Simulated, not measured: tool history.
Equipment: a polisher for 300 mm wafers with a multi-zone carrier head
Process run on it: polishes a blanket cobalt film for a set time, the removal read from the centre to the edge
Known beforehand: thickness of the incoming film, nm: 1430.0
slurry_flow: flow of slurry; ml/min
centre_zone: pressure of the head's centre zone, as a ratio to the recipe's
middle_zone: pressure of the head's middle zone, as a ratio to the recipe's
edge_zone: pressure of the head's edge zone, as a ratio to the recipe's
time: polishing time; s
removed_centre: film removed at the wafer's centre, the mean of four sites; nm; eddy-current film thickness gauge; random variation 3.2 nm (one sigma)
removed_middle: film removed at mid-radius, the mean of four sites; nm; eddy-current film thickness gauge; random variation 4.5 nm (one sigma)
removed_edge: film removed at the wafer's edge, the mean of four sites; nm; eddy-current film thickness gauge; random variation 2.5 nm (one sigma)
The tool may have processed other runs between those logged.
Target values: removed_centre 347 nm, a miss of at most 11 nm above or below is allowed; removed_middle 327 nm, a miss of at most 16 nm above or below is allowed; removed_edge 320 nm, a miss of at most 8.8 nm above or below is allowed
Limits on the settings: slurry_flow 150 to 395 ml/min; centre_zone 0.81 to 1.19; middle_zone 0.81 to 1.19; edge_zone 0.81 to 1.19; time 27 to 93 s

run 1 hour=0 | slurry_flow=250 centre_zone=1 middle_zone=1 edge_zone=1 time=59 | removed_centre=253.97 removed_middle=250.23 removed_edge=246.79
run 2 hour=6.9 | slurry_flow=260 centre_zone=1.03 middle_zone=1.02 edge_zone=1.04 time=62 | removed_centre=272.15 removed_middle=268.75 removed_edge=266.31
run 3 hour=15.1 | slurry_flow=270 centre_zone=1.07 middle_zone=1.04 edge_zone=1.06 time=64 | removed_centre=294.49 removed_middle=286.38 removed_edge=279.65
run 4 hour=18 | slurry_flow=280 centre_zone=1.1 middle_zone=1.05 edge_zone=1.09 time=65 | removed_centre=309.59 removed_middle=284.35 removed_edge=284.18
run 5 hour=26.8 | slurry_flow=285 centre_zone=1.11 middle_zone=1.07 edge_zone=1.1 time=66 | removed_centre=315.65 removed_middle=291.86 removed_edge=291.54
run 6 hour=33.2 | slurry_flow=290 centre_zone=1.12 middle_zone=1.09 edge_zone=1.11 time=67 | removed_centre=329.17 removed_middle=305.34 removed_edge=296.16
run 7 hour=40.1 | slurry_flow=295 centre_zone=1.12 middle_zone=1.1 edge_zone=1.13 time=68 | removed_centre=335.21 removed_middle=316.5 removed_edge=307.37
run 8 hour=48.3 | slurry_flow=300 centre_zone=1.12 middle_zone=1.1 edge_zone=1.14 time=68 | removed_centre=331.9 removed_middle=322.29 removed_edge=302.2
run 9 hour=52.9 | slurry_flow=295 centre_zone=1.12 middle_zone=1.09 edge_zone=1.14 time=69 | removed_centre=335.64 removed_middle=314.26 removed_edge=314.95
run 10 hour=61.6 | slurry_flow=300 centre_zone=1.12 middle_zone=1.1 edge_zone=1.14 time=69 | removed_centre=336.56 removed_middle=322.03 removed_edge=308.12
run 11 hour=69.1 | slurry_flow=300 centre_zone=1.12 middle_zone=1.1 edge_zone=1.15 time=69 | removed_centre=338.5 removed_middle=320.96 removed_edge=308.27

4 candidate next runs follow, results not yet known. Just one meets every target within its allowed miss. Identify it.
run A hour=76.6 | slurry_flow=390 centre_zone=1.07 middle_zone=1.19 edge_zone=1.07 time=72 | removed_centre=? removed_middle=? removed_edge=?
run B hour=76.6 | slurry_flow=335 centre_zone=1.11 middle_zone=1.08 edge_zone=1.15 time=70 | removed_centre=? removed_middle=? removed_edge=?
run C hour=76.6 | slurry_flow=340 centre_zone=1.09 middle_zone=1.18 edge_zone=1.14 time=66 | removed_centre=? removed_middle=? removed_edge=?
run D hour=76.6 | slurry_flow=360 centre_zone=1.19 middle_zone=1.19 edge_zone=1.16 time=65 | removed_centre=? removed_middle=? removed_edge=?

move=A removed_centre=346.55 removed_middle=359.45 removed_edge=315.04
move=B removed_centre=344.78 removed_middle=321.28 removed_edge=314.39
move=C removed_centre=319.81 removed_middle=323.83 removed_edge=295.13
move=D removed_centre=345.85 removed_middle=322.27 removed_edge=294.13
A: the worst result of the last run now meets its target, but another is out of spec
B: every result lands within tolerance
C: misses by more than the last run did
D: misses by more than the last run did
The move that meets every target is B.
